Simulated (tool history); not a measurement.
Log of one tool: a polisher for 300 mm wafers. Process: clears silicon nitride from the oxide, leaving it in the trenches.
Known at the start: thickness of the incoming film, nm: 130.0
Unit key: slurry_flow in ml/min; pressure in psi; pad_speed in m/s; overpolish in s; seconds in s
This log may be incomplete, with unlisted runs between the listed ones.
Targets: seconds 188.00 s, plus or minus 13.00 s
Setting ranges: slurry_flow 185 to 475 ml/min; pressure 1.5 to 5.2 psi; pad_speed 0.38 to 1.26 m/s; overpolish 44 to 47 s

run,hour,slurry_flow,pressure,pad_speed,overpolish,seconds
1,0.0,305,3.3,0.82,44,118.00
2,2.0,275,3.3,0.82,44,117.03
3,10.2,275,3.1,0.82,44,123.66
4,14.8,275,3.1,0.66,44,155.74
5,15.8,275,3.1,0.74,44,140.89
6,23.2,275,3.1,0.74,44,136.65
7,30.8,275,2.1,0.70,44,216.38
8,38.3,275,2.2,0.70,44,205.00

Next run, 4 choices. One meets every target within its allowed miss, the rest don't. Which?
A,45.8,315,2.1,0.82,44,?
B,45.8,280,3.0,0.68,47,?
C,45.8,250,2.5,0.78,44,?
D,45.8,205,2.3,0.60,44,?

move,seconds
A,186.38
B,159.36
C,169.44
D,240.48
A: meets every target
B: the result that was furthest off in the last run now lies on the other side of its target
C: the result that was furthest off in the last run now lies on the other side of its target
D: the biggest miss grows against the last run
Move A is the one to make.
